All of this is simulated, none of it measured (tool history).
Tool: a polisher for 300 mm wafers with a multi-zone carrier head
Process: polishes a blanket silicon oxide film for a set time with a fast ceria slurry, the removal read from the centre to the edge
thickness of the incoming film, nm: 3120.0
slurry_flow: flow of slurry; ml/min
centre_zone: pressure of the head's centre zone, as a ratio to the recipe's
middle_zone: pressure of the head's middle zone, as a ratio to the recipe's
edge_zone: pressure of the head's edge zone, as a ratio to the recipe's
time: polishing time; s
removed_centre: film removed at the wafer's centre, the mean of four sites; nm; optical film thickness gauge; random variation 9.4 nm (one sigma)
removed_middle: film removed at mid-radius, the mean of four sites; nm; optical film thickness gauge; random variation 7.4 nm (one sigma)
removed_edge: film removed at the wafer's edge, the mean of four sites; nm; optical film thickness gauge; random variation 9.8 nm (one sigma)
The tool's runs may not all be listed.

run,hour,slurry_flow,centre_zone,middle_zone,edge_zone,time,removed_centre,removed_middle,removed_edge
1,0.0,310,1.00,1.00,1.00,84,573.42,567.69,584.88
2,8.5,245,1.00,1.00,1.00,84,555.49,563.42,566.13
3,15.3,245,1.00,1.06,1.00,84,551.87,587.04,572.72
4,20.5,255,1.02,1.07,1.02,86,579.13,606.36,582.24
5,22.9,265,1.03,1.07,1.03,89,596.13,624.71,610.67
6,27.7,275,1.05,1.07,1.03,91,637.14,629.78,616.77
7,32.4,280,1.05,1.07,1.04,93,664.49,659.09,628.74

Forecast run 8:
8,37.1,290,1.05,1.06,1.05,94,?,?,?

Run 8 gave removed_centre 653.66 nm, removed_middle 672.40 nm, removed_edge 661.49 nm.

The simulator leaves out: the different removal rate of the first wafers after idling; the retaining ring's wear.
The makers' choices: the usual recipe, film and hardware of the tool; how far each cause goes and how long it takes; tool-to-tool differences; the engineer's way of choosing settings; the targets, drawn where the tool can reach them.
